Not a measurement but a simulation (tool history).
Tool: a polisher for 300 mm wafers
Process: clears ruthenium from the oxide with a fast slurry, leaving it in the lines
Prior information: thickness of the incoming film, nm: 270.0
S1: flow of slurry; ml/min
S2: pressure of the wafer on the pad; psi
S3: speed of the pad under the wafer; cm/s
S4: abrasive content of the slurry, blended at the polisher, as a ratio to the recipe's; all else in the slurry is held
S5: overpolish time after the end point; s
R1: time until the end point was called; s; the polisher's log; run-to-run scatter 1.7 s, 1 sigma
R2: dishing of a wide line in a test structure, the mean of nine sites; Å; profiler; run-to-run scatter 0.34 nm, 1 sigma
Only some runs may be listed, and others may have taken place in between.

run 1 hour=0 | S1=290 S2=2.6 S3=82 S4=1 S5=12 | R1=83.639 R2=352.68
run 2 hour=7.1 | S1=290 S2=2.6 S3=82 S4=0.9 S5=12 | R1=89.287 R2=336.33
run 3 hour=16 | S1=290 S2=2.6 S3=82 S4=0.9 S5=16 | R1=84.574 R2=430.43
run 4 hour=19.4 | S1=290 S2=2.6 S3=82 S4=0.9 S5=12 | R1=87.729 R2=331.09
run 5 hour=24.6 | S1=260 S2=2.6 S3=82 S4=0.9 S5=12 | R1=89.197 R2=334.53
run 6 hour=28 | S1=265 S2=2.7 S3=82 S4=0.9 S5=10 | R1=83.182 R2=278.92
run 7 hour=29.2 | S1=260 S2=2.7 S3=80 S4=0.9 S5=10 | R1=89.756 R2=281.74

Run 8 has not been measured yet. What should we expect?
run 8 hour=34.9 | S1=260 S2=2.8 S3=80 S4=0.9 S5=9 | R1=? R2=?

Run 8 produced R1 85.515 s, R2 262.05 Å.
